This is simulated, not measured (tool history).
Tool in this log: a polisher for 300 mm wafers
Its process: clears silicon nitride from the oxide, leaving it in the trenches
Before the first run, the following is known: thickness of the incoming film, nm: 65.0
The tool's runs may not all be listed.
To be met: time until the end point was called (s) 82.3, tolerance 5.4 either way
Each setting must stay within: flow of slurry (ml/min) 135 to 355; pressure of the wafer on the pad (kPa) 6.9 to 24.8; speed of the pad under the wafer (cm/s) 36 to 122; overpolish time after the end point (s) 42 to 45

| run | day | flow of slurry (ml/min) | pressure of the wafer on the pad (kPa) | speed of the pad under the wafer (cm/s) | overpolish time after the end point (s) | time until the end point was called (s) |
|---|---|---|---|---|---|---|
| 1 | 0 | 225 | 15.9 | 78 | 42 | 109.96 |
| 2 | 0.317 | 225 | 16.5 | 78 | 42 | 100.04 |
| 3 | 0.638 | 225 | 17.2 | 78 | 42 | 94.792 |
| 4 | 0.983 | 225 | 17.2 | 84 | 42 | 93.316 |
| 5 | 1.233 | 200 | 17.2 | 84 | 42 | 94.291 |
| 6 | 1.346 | 200 | 14.5 | 84 | 42 | 111.65 |
| 7 | 1.517 | 200 | 15.2 | 84 | 42 | 110.06 |
| 8 | 1.883 | 205 | 15.9 | 84 | 42 | 102.36 |
| 9 | 1.929 | 205 | 16.5 | 84 | 42 | 100.93 |
| 10 | 2.112 | 215 | 17.2 | 84 | 42 | 94.379 |
| 11 | 2.217 | 215 | 17.9 | 84 | 42 | 92.865 |
| 12 | 2.333 | 215 | 18.6 | 84 | 42 | 88.985 |

Pick the move, out of 5, that brings all results within their allowed miss; only one does.
| A | 2.45 | 240 | 20 | 82 | 45 | ? |
| B | 2.45 | 210 | 21.4 | 98 | 43 | ? |
| C | 2.45 | 215 | 21.4 | 90 | 45 | ? |
| D | 2.45 | 355 | 20.7 | 98 | 45 | ? |
| E | 2.45 | 185 | 17.9 | 72 | 42 | ? |

| move | time until the end point was called (s) |
|---|---|
| A | 83.349 |
| B | 70.76 |
| C | 74.552 |
| D | 69.628 |
| E | 103.14 |
A: meets every target
B: pushes the last run's worst result past its target
C: pushes the last run's worst result past its target
D: pushes the last run's worst result past its target
E: further off than the last run
Correct choice: A, which meets every target
